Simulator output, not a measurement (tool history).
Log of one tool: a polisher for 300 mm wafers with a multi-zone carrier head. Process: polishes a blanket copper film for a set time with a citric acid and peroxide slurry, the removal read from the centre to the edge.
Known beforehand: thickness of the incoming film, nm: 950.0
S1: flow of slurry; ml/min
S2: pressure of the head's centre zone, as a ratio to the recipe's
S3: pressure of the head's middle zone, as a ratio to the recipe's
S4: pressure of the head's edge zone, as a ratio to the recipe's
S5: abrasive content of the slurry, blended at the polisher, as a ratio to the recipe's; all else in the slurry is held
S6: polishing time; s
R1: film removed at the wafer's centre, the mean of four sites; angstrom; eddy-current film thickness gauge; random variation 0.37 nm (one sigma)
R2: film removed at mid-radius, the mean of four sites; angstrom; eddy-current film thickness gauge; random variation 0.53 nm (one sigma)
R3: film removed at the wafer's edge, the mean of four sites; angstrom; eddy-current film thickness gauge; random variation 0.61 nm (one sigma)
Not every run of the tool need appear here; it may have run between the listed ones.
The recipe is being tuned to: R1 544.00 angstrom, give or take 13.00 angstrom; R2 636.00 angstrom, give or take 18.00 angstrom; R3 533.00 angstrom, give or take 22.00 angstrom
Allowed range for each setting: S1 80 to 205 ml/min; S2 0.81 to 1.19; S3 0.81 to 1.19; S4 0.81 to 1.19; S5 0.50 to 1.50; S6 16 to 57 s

run	hour	S1	S2	S3	S4	S5	S6	R1	R2	R3
1	0.0	135	1.00	1.00	1.00	1.00	36	435.22	455.46	422.79
2	6.2	135	1.00	1.00	1.00	1.00	40	481.67	490.34	468.09
3	9.0	135	1.00	1.00	1.05	1.00	40	481.96	492.02	487.12
4	11.7	145	1.00	1.04	1.05	1.00	40	493.86	518.57	486.23
5	16.4	145	1.00	1.04	1.05	1.00	37	455.21	476.41	454.59
6	22.5	145	1.00	1.04	1.11	1.00	37	459.78	484.65	464.68
7	31.6	145	1.00	1.04	1.11	1.00	37	454.55	482.67	460.65
8	36.9	155	1.00	1.07	1.11	1.10	37	470.94	505.39	480.71

4 candidate next runs follow, results not yet known. Just one meets every target within its allowed miss. Identify it.
A	42.2	170	0.97	1.19	1.07	1.05	42	?	?	?
B	42.2	145	1.02	1.19	1.08	0.85	45	?	?	?
C	42.2	170	1.02	1.19	0.85	0.85	44	?	?	?
D	42.2	160	1.07	0.85	1.19	1.25	38	?	?	?

move	R1	R2	R3
A	521.89	628.72	539.57
B	547.38	628.41	545.32
C	548.67	628.37	483.70
D	535.97	441.41	535.50
A: the furthest-off result lands on target, but another misses its tolerance
B: meets every target
C: the furthest-off result lands on target, but another misses its tolerance
D: the biggest miss grows against the last run
Go with B: it meets all targets.
